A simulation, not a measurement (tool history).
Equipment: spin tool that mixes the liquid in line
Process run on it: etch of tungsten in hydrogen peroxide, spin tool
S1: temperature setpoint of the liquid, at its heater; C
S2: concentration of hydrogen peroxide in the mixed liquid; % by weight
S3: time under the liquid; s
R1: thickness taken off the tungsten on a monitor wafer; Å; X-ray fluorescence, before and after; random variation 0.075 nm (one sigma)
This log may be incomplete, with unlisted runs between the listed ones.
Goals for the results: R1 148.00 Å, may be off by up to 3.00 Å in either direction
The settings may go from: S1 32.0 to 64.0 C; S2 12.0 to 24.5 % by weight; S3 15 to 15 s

run,hour,S1,S2,S3,R1
1,0.0,48.0,16.5,15,217.38
2,8.1,48.0,13.0,15,190.91
3,13.0,47.5,13.0,15,187.17
4,16.8,47.5,13.0,15,186.62
5,17.9,47.5,16.0,15,206.51
6,21.7,47.5,17.5,15,215.30
7,27.7,46.5,17.5,15,202.62
8,31.5,46.5,17.5,15,203.50
9,36.6,46.0,17.5,15,197.35
10,44.8,40.5,17.5,15,139.31
11,48.4,40.5,17.5,15,138.48
12,51.6,41.0,17.5,15,143.43

4 next moves are on the table. One of them brings every result within its allowed miss. Which?
A,54.8,41.5,15.5,15,?
B,54.8,41.0,16.5,15,?
C,54.8,40.0,18.0,15,?
D,54.8,41.0,19.0,15,?

move,R1
A,140.28
B,140.14
C,137.17
D,150.38
A: lands further from the targets than the last run did
B: lands further from the targets than the last run did
C: lands further from the targets than the last run did
D: every result within its allowed miss
Answer: D
